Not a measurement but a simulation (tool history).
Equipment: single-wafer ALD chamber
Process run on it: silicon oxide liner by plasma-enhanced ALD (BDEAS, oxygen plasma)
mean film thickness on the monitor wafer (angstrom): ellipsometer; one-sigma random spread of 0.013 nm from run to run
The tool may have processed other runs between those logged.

run  hour  heater temperature setpoint (deg C)  number of ALD cycles (cycles)  mean film thickness on the monitor wafer (angstrom)
  1     0                                  315                             84                                               71.311
  2   5.3                                  315                             79                                               67.062
  3  12.1                                  315                             78                                                66.11
  4  19.3                                  315                             77                                               65.222
  5  27.8                                  315                             82                                               69.738
  6  30.7                                  315                             91                                               77.399
  7    32                                  315                             86                                               73.078
  8    34                                  315                             83                                               70.529
  9  34.8                                  315                             80                                               67.563

Run 10, settings as shown, results not yet in. Your forecast:
 10  40.1                                  315                             78                                                    ?

mean film thickness on the monitor wafer (angstrom): 65.866
